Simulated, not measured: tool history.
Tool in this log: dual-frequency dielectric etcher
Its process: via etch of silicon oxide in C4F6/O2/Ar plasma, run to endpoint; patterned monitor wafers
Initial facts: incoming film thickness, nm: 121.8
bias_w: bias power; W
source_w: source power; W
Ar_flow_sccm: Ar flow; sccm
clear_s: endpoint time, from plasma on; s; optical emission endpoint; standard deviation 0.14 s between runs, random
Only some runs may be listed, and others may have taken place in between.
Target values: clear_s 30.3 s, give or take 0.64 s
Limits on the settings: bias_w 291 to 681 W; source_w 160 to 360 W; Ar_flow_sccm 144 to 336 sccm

{"run": 1, "day": 0.0, "bias_w": 486, "source_w": 260, "Ar_flow_sccm": 240, "clear_s": 34.273}
{"run": 2, "day": 0.296, "bias_w": 517, "source_w": 260, "Ar_flow_sccm": 240, "clear_s": 33.207}
{"run": 3, "day": 0.396, "bias_w": 539, "source_w": 260, "Ar_flow_sccm": 240, "clear_s": 33.003}
{"run": 4, "day": 0.688, "bias_w": 539, "source_w": 260, "Ar_flow_sccm": 210, "clear_s": 32.82}
{"run": 5, "day": 0.783, "bias_w": 561, "source_w": 260, "Ar_flow_sccm": 210, "clear_s": 32.12}
{"run": 6, "day": 1.033, "bias_w": 561, "source_w": 260, "Ar_flow_sccm": 243, "clear_s": 32.415}
{"run": 7, "day": 1.388, "bias_w": 580, "source_w": 260, "Ar_flow_sccm": 243, "clear_s": 32.203}
{"run": 8, "day": 1.721, "bias_w": 598, "source_w": 260, "Ar_flow_sccm": 242, "clear_s": 32.011}
{"run": 9, "day": 2.058, "bias_w": 612, "source_w": 260, "Ar_flow_sccm": 241, "clear_s": 31.262}
{"run": 10, "day": 2.083, "bias_w": 620, "source_w": 260, "Ar_flow_sccm": 241, "clear_s": 31.274}

Below are 4 possible settings for the next run. Only one of them brings all results inside the allowed miss of their targets. Which is it?
{"run": "A", "day": 2.108, "bias_w": 645, "source_w": 250, "Ar_flow_sccm": 207, "clear_s": "?"}
{"run": "B", "day": 2.108, "bias_w": 569, "source_w": 260, "Ar_flow_sccm": 234, "clear_s": "?"}
{"run": "C", "day": 2.108, "bias_w": 608, "source_w": 220, "Ar_flow_sccm": 248, "clear_s": "?"}
{"run": "D", "day": 2.108, "bias_w": 498, "source_w": 280, "Ar_flow_sccm": 245, "clear_s": "?"}

move=A clear_s=30.705
move=B clear_s=32.462
move=C clear_s=33.201
move=D clear_s=33.802
A: each result inside its tolerance
B: lands further from the targets than the last run did
C: lands further from the targets than the last run did
D: lands further from the targets than the last run did
Go with A: it meets all targets.
